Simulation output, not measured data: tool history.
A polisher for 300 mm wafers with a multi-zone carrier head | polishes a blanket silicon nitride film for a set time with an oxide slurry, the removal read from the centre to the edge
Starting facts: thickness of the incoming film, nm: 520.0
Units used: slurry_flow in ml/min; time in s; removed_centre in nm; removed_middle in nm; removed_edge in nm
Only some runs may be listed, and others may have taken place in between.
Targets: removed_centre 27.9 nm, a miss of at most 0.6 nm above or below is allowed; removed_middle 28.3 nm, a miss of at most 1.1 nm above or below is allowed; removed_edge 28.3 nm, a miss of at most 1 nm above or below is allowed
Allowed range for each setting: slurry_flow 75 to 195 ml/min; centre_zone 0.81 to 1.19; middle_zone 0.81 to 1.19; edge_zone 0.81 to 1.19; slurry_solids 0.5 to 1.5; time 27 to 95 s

run    day  slurry_flow  centre_zone  middle_zone  edge_zone  slurry_solids  time  removed_centre  removed_middle  removed_edge
  1      0          125            1            1          1              1    61           33.05          32.591         32.94
  2  0.062          125            1            1       1.04              1    61          33.074          33.094        33.392
  3  0.212          120         0.99            1       1.01              1    61          32.122          32.568        33.569
  4  0.262          120         1.06            1       1.01              1    61          34.498          33.121        33.021
  5  0.508          120         1.06            1       1.01           1.15    61          37.509          35.344         35.45
  6  0.775           95         1.06            1       1.01           1.15    61          35.475          33.463         34.56
  7  0.879          100         1.04            1       0.98            1.1    61          34.132          33.375        33.764
  8  1.058          105         1.03         0.99       0.96           1.05    61          33.773          32.076        32.871
  9    1.4          105         1.02         0.99       0.94              1    61          32.377          31.519        31.675
 10  1.421          100         1.01         0.99       0.92              1    61          31.665          31.353        31.354
 11  1.508          100         1.01         0.99       0.92              1    61          31.767          31.184        30.631
 12  1.871           95            1         0.98       0.91              1    61          31.008          30.544        30.996
 13  1.904           95         0.99         0.98        0.9              1    61          30.645          30.396        30.121
 14  2.146           90         0.98         0.98       0.89              1    61           30.45          30.405        30.317
 15   2.45           90         0.97         0.97       0.88              1    61          29.735          29.932        30.173
 16  2.788           90         0.97         0.97       0.87              1    61          29.922          30.423        29.587
 17  2.812           90         0.97         0.97       0.87              1    61          29.512          29.928        29.226
 18   3.05           90         0.96         0.96       0.87              1    61          29.047          30.061        30.578
 19  3.262           90         0.96         0.96       0.86              1    61           29.86          30.115        29.424
 20  3.517           90         0.96         0.95       0.86              1    61          29.514          29.787         29.65
 21  3.571           90         0.96         0.95       0.85              1    61          29.462          30.163        29.363
 22  3.788           90         0.96         0.94       0.85              1    61          29.795           29.61         29.43
 23  3.971           90         0.96         0.94       0.84              1    61          29.308          29.986        29.824
 24  4.092           85         0.96         0.94       0.84              1    61          29.353          29.016        29.045
 25  4.329           75         0.92         0.94       0.83              1    61          27.264          28.059        28.612

Consider the 4 candidate settings below. Which is the only one whose results all fall within their allowed miss of target?
  A  4.567          105         0.88         0.98       0.81            0.8    65               ?               ?             ?
  B  4.567           75         1.02         1.02       0.95           1.15    53               ?               ?             ?
  C  4.567           80         0.92         0.97       0.88           0.95    60               ?               ?             ?
  D  4.567          150         0.88         1.02       0.89           1.05    51               ?               ?             ?

move  removed_centre  removed_middle  removed_edge
   A          26.268          29.241        27.394
   B          28.256          28.465        28.325
   C          26.534          28.273        28.209
   D          26.024          29.707        27.545
A: its largest miss is bigger than the last run's
B: all results land within tolerance of their targets
C: its largest miss is bigger than the last run's
D: its largest miss is bigger than the last run's
B is the move that brings every result within its allowed miss.
